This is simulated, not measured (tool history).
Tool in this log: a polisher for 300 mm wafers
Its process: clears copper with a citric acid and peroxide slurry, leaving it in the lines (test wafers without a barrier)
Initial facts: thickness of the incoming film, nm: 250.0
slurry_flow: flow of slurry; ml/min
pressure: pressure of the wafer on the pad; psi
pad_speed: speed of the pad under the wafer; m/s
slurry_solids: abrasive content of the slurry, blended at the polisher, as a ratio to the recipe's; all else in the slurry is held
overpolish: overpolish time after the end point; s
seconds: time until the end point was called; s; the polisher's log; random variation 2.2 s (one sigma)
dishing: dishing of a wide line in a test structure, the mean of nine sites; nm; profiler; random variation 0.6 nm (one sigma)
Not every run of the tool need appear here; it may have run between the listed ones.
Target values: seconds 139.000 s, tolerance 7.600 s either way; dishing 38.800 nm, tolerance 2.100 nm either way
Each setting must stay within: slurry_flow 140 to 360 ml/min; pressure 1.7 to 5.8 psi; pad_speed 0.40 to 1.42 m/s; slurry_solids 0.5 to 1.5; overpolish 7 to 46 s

Run 1, hour 0.0: slurry_flow 230 ml/min, pressure 3.7 psi, pad_speed 0.90 m/s, slurry_solids 1.0, overpolish 24 s. Result: seconds 95.605 s, dishing 42.764 nm.
Run 2, hour 8.6: slurry_flow 230 ml/min, pressure 4.0 psi, pad_speed 0.90 m/s, slurry_solids 1.0, overpolish 24 s. Result: seconds 88.960 s, dishing 43.882 nm.
Run 3, hour 15.4: slurry_flow 230 ml/min, pressure 3.5 psi, pad_speed 0.90 m/s, slurry_solids 1.0, overpolish 25 s. Result: seconds 96.219 s, dishing 42.712 nm.
Run 4, hour 20.1: slurry_flow 230 ml/min, pressure 3.5 psi, pad_speed 0.90 m/s, slurry_solids 0.9, overpolish 25 s. Result: seconds 99.149 s, dishing 42.824 nm.
At hour 27.4: slurry nozzle cleaned.
Run 5, hour 27.4: slurry_flow 250 ml/min, pressure 3.5 psi, pad_speed 0.90 m/s, slurry_solids 0.9, overpolish 25 s. Result: seconds 95.608 s, dishing 43.910 nm.
Run 6, hour 29.0: slurry_flow 230 ml/min, pressure 3.1 psi, pad_speed 0.90 m/s, slurry_solids 0.9, overpolish 26 s. Result: seconds 104.150 s, dishing 41.402 nm.
Run 7, hour 32.1: slurry_flow 220 ml/min, pressure 2.7 psi, pad_speed 0.88 m/s, slurry_solids 0.9, overpolish 28 s. Result: seconds 119.740 s, dishing 40.470 nm.
Run 8, hour 35.2: slurry_flow 210 ml/min, pressure 2.6 psi, pad_speed 0.88 m/s, slurry_solids 0.9, overpolish 29 s. Result: seconds 122.970 s, dishing 39.580 nm.
Run 9, hour 37.6: slurry_flow 200 ml/min, pressure 2.5 psi, pad_speed 0.88 m/s, slurry_solids 0.9, overpolish 30 s. Result: seconds 124.790 s, dishing 39.961 nm.
Run 10, hour 42.4: slurry_flow 195 ml/min, pressure 2.4 psi, pad_speed 0.88 m/s, slurry_solids 0.9, overpolish 31 s. Result: seconds 132.850 s, dishing 39.343 nm.

Which single option among these 4 for the next run brings every result within its allowed miss of target? Just one does.
Run A, hour 47.2: slurry_flow 225 ml/min, pressure 2.2 psi, pad_speed 0.84 m/s, slurry_solids 0.9, overpolish 33 s. Result: seconds ?, dishing ?.
Run B, hour 47.2: slurry_flow 230 ml/min, pressure 2.4 psi, pad_speed 0.94 m/s, slurry_solids 1.0, overpolish 30 s. Result: seconds ?, dishing ?.
Run C, hour 47.2: slurry_flow 220 ml/min, pressure 2.7 psi, pad_speed 0.92 m/s, slurry_solids 0.9, overpolish 25 s. Result: seconds ?, dishing ?.
Run D, hour 47.2: slurry_flow 180 ml/min, pressure 2.6 psi, pad_speed 0.92 m/s, slurry_solids 1.0, overpolish 29 s. Result: seconds ?, dishing ?.

move  seconds  dishing
   A  143.260   38.261
   B  120.000   40.847
   C  115.700   36.826
   D  119.900   40.048
A: all results in spec
B: its largest miss is bigger than the last run's
C: its largest miss is bigger than the last run's
D: its largest miss is bigger than the last run's
Move A is the one to make.
